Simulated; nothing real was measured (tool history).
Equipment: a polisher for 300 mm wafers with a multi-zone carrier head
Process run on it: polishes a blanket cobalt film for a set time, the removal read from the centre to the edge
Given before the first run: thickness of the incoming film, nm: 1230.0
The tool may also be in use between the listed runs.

run	hour	flow of slurry (ml/min)	pressure of the head's centre zone	pressure of the head's middle zone	pressure of the head's edge zone	polishing time (s)	film removed at the wafer's centre (nm)	film removed at mid-radius (nm)	film removed at the wafer's edge (nm)
1	0	210	1	1	1	41	161.19	162.14	168.27
2	3.6	180	1	1	1	41	160.38	162.03	168.01
3	11.5	180	1.03	0.99	1.01	42	168.14	163.43	168.63
4	12.3	185	1.05	0.98	1.03	43	182.24	161.1	174.13
5	19.2	190	1.06	0.99	1.04	43	174.78	168.86	175.86
6	20.9	190	1	0.99	1.04	43	169.21	166.82	181.65
7	29.5	190	1.03	0.98	1.05	44	178.03	168.78	187.67
8	34	190	1.05	0.98	1.05	44	185.88	168.69	181.83
9	35.2	195	1.06	0.98	1.06	44	187.33	168.97	184.68
10	41.7	200	1.07	0.98	1.06	44	184.34	170.71	186.86
# hour 44.8: edge zone pressure recalibrated
11	44.8	195	1.09	0.97	1.06	44	189.28	167.22	173.31

Forecast run 12:
12	48.4	195	1.1	0.97	1.08	44	?	?	?

{"run 12": {"film removed at the wafer's centre (nm)": 191.53, "film removed at mid-radius (nm)": 167.05, "film removed at the wafer's edge (nm)": 175.52}}
